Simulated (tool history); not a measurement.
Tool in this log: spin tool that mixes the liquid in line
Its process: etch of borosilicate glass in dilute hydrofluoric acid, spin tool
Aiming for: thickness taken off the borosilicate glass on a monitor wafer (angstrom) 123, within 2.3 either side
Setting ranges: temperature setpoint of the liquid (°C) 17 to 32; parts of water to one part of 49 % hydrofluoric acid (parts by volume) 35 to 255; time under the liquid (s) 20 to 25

run  hour  temperature setpoint of the liquid (°C)  parts of water to one part of 49 % hydrofluoric acid (parts by volume)  time under the liquid (s)  thickness taken off the borosilicate glass on a monitor wafer (angstrom)
  1     0                                       24                                                                     145                         25                                                                    67.775
  2   2.8                                     26.5                                                                     135                         25                                                                    80.939
  3   6.7                                       28                                                                     125                         25                                                                    93.138
  4   7.4                                       28                                                                     125                         20                                                                    74.614
  5  12.6                                       25                                                                     125                         20                                                                    66.874
  6    16                                       25                                                                     125                         25                                                                    83.489
  7  18.5                                       27                                                                     120                         25                                                                    93.666
  8  22.5                                       31                                                                     105                         25                                                                    129.09
  9    24                                     30.5                                                                     105                         25                                                                    125.53

4 next moves are on the table. One of them brings every result within its allowed miss. Which?
  A  25.5                                     30.5                                                                      85                         20                                                                         ?
  B  25.5                                       31                                                                      85                         20                                                                         ?
  C  25.5                                       30                                                                     105                         25                                                                         ?
  D  25.5                                       29                                                                      80                         20                                                                         ?

move  thickness taken off the borosilicate glass on a monitor wafer (angstrom)
   A                                                                    128.07
   B                                                                    130.51
   C                                                                    123.59
   D                                                                    129.44
A: the biggest miss grows against the last run
B: the biggest miss grows against the last run
C: every result lands within tolerance
D: the biggest miss grows against the last run
So the answer is move C, the one that meets all the targets.
